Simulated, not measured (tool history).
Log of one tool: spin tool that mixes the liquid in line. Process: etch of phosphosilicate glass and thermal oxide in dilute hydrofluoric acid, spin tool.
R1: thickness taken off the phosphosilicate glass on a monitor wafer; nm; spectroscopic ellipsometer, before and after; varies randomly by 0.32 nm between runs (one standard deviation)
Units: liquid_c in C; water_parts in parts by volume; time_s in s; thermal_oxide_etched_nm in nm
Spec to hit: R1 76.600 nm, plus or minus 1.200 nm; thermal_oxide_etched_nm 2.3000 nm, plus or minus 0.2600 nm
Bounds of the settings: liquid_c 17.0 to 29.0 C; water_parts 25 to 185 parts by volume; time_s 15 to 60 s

run 1 hour=0.0 | liquid_c=21.0 water_parts=105 time_s=30 | R1=45.490 thermal_oxide_etched_nm=1.3840
run 2 hour=8.8 | liquid_c=21.0 water_parts=75 time_s=30 | R1=66.072 thermal_oxide_etched_nm=1.8775
run 3 hour=9.5 | liquid_c=21.0 water_parts=90 time_s=30 | R1=54.373 thermal_oxide_etched_nm=1.6241
run 4 hour=17.9 | liquid_c=23.0 water_parts=90 time_s=30 | R1=58.010 thermal_oxide_etched_nm=1.7560
run 5 hour=23.9 | liquid_c=24.5 water_parts=90 time_s=30 | R1=61.839 thermal_oxide_etched_nm=1.7864
run 6 hour=30.7 | liquid_c=24.5 water_parts=90 time_s=45 | R1=93.193 thermal_oxide_etched_nm=2.7614
run 7 hour=39.0 | liquid_c=23.0 water_parts=90 time_s=45 | R1=87.728 thermal_oxide_etched_nm=2.5697
run 8 hour=47.5 | liquid_c=22.0 water_parts=90 time_s=45 | R1=84.534 thermal_oxide_etched_nm=2.6876
run 9 hour=52.7 | liquid_c=21.5 water_parts=100 time_s=45 | R1=73.134 thermal_oxide_etched_nm=2.1459
run 10 hour=56.0 | liquid_c=22.0 water_parts=100 time_s=45 | R1=74.908 thermal_oxide_etched_nm=2.2164

Which single option among these 4 for the next run brings every result within its allowed miss of target? Just one does.
run A hour=59.3 | liquid_c=27.0 water_parts=85 time_s=30 | R1=? thermal_oxide_etched_nm=?
run B hour=59.3 | liquid_c=18.5 water_parts=90 time_s=45 | R1=? thermal_oxide_etched_nm=?
run C hour=59.3 | liquid_c=25.5 water_parts=65 time_s=25 | R1=? thermal_oxide_etched_nm=?
run D hour=59.3 | liquid_c=17.0 water_parts=85 time_s=45 | R1=? thermal_oxide_etched_nm=?

move=A R1=73.087 thermal_oxide_etched_nm=2.3463
move=B R1=72.979 thermal_oxide_etched_nm=2.3428
move=C R1=77.105 thermal_oxide_etched_nm=2.4753
move=D R1=72.922 thermal_oxide_etched_nm=2.3410
A: further off than the last run
B: further off than the last run
C: each result inside its tolerance
D: further off than the last run
C meets every target.
